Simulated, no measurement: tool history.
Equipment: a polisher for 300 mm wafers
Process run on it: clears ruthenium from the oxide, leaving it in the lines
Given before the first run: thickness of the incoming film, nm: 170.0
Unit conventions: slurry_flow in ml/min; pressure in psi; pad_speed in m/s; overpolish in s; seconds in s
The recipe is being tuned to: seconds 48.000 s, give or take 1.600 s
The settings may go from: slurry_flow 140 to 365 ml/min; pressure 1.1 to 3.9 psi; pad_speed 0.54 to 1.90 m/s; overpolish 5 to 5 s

{"run": 1, "hour": 0.0, "slurry_flow": 235, "pressure": 2.5, "pad_speed": 1.22, "overpolish": 5, "seconds": 87.503}
{"run": 2, "hour": 7.6, "slurry_flow": 235, "pressure": 2.5, "pad_speed": 1.22, "overpolish": 5, "seconds": 85.609}
{"run": 3, "hour": 12.7, "slurry_flow": 190, "pressure": 2.5, "pad_speed": 1.22, "overpolish": 5, "seconds": 88.994}
{"run": 4, "hour": 15.9, "slurry_flow": 195, "pressure": 2.7, "pad_speed": 1.22, "overpolish": 5, "seconds": 81.703}
{"run": 5, "hour": 21.3, "slurry_flow": 195, "pressure": 2.7, "pad_speed": 1.22, "overpolish": 5, "seconds": 82.474}
{"run": 6, "hour": 26.9, "slurry_flow": 195, "pressure": 3.3, "pad_speed": 1.22, "overpolish": 5, "seconds": 69.813}
{"run": 7, "hour": 32.4, "slurry_flow": 195, "pressure": 3.4, "pad_speed": 1.26, "overpolish": 5, "seconds": 64.839}
{"run": 8, "hour": 33.3, "slurry_flow": 195, "pressure": 3.5, "pad_speed": 1.28, "overpolish": 5, "seconds": 64.645}
{"run": 9, "hour": 35.7, "slurry_flow": 195, "pressure": 3.6, "pad_speed": 1.32, "overpolish": 5, "seconds": 61.356}
{"run": 10, "hour": 43.1, "slurry_flow": 195, "pressure": 3.6, "pad_speed": 1.36, "overpolish": 5, "seconds": 58.975}

Pick the move, out of 5, that brings all results within their allowed miss; only one does.
{"run": "A", "hour": 50.5, "slurry_flow": 220, "pressure": 3.3, "pad_speed": 1.12, "overpolish": 5, "seconds": "?"}
{"run": "B", "hour": 50.5, "slurry_flow": 195, "pressure": 3.9, "pad_speed": 1.6, "overpolish": 5, "seconds": "?"}
{"run": "C", "hour": 50.5, "slurry_flow": 185, "pressure": 3.9, "pad_speed": 1.44, "overpolish": 5, "seconds": "?"}
{"run": "D", "hour": 50.5, "slurry_flow": 160, "pressure": 3.3, "pad_speed": 1.06, "overpolish": 5, "seconds": "?"}
{"run": "E", "hour": 50.5, "slurry_flow": 150, "pressure": 3.9, "pad_speed": 1.78, "overpolish": 5, "seconds": "?"}

move=A seconds=72.171
move=B seconds=47.560
move=C seconds=52.054
move=D seconds=77.665
move=E seconds=44.780
A: moves away from the targets compared with the last run
B: all results in spec
C: gains on the last run, yet a result remains outside its allowed miss
D: moves away from the targets compared with the last run
E: takes the result that was furthest off past its target
B is the move that brings every result within its allowed miss.
